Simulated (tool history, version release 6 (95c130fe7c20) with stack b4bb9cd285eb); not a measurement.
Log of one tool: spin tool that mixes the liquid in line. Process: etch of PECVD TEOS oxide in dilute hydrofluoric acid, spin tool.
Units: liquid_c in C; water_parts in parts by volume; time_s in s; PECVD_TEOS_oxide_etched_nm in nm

run  hour  liquid_c  water_parts  time_s  PECVD_TEOS_oxide_etched_nm
  1   0.0      20.0          205      85                      4.4214
  2   3.2      20.0          205      60                      3.1302
  3  11.6      20.0          205      60                      3.1157
  4  12.7      23.5          205      60                      3.6013
  5  18.1      23.5          205      85                      5.1470
  6  22.3      24.0          205      85                      5.2380
  7  26.8      24.5          205      85                      5.2382

Forecast run 8:
  8  32.0      28.0          205      85                           ?

{"run 8": {"PECVD_TEOS_oxide_etched_nm": 6.0649}}
